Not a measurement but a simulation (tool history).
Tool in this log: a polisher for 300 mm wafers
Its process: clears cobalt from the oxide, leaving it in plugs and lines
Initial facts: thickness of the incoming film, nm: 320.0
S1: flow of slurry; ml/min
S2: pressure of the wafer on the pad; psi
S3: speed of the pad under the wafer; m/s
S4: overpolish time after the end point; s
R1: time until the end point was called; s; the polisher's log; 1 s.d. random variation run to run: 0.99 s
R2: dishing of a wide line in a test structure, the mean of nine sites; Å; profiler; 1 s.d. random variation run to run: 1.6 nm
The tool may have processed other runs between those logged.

run  hour   S1   S2    S3  S4       R1      R2
  1   0.0  215  2.1  1.24  26   47.671  731.57
  2   5.2  235  2.1  1.24  26   47.228  713.98
  3  11.7  235  2.4  1.24  26   42.258  735.11
  4  14.6  235  2.0  1.24  26   49.347  714.48
  5  15.7  235  2.0  1.40  26   43.494  737.35
  6  19.8  235  2.3  1.40  26   38.758  718.25
  7  26.0  235  2.0  1.30  25   47.111  705.21
  8  27.0  230  1.8  1.24  26   55.219  661.17
  9  29.7  225  1.6  1.22  32   62.277  692.24
 10  31.5  220  1.0  1.14  41  106.360  647.09

Run 11 comes next. What will it give?
 11  36.7  220  1.1  1.14  42   ?   ?

{"run 11": {"R1": 95.789, "R2": 683.46}}
